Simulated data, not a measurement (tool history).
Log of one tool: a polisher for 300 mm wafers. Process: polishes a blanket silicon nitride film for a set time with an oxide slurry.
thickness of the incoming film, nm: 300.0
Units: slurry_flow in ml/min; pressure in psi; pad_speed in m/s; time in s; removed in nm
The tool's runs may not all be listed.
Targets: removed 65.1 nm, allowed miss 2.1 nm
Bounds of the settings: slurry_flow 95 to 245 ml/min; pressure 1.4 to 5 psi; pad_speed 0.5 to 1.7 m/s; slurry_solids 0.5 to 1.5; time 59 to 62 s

run    day  slurry_flow  pressure  pad_speed  slurry_solids  time  removed
  1      0          155       3.2        1.1              1    59   32.817
  2  0.083          155         4        1.1              1    59   38.981
  3  0.429          155         4        1.1            0.9    59   37.515
  4  0.571          160       4.1       1.14            0.9    59   39.483
  5  0.929          160       4.2       1.18            0.9    59   41.983
  6  1.008          160       4.2       1.46            0.9    59   49.109
  7  1.196          190         5       1.48            0.9    59   58.752
  8  1.338          190         5        1.5            0.9    59   60.339
  9  1.483          190         5       1.52            0.9    59   60.278
 10  1.521          190         5       1.54            0.9    59   61.602
 11  1.729          190         5       1.56            0.9    59   60.598
 12  1.954          190         5       1.58            0.9    59   62.484
 13   2.25          190         5       1.58            0.9    59   62.192

Which of these 5 next moves meets every target?
  A  2.546          195         5       1.66           1.05    59        ?
  B  2.546          205         5       1.52           1.05    62        ?
  C  2.546          180       4.7       1.48              1    62        ?
  D  2.546          190       4.8       1.56           1.05    60        ?
  E  2.546          155         5       1.56            1.1    62        ?

move  removed
   A   69.293
   B   68.276
   C    61.17
   D   64.564
   E   68.431
A: takes the result that was furthest off past its target
B: takes the result that was furthest off past its target
C: further off than the last run
D: meets every target
E: takes the result that was furthest off past its target
The right move is D.
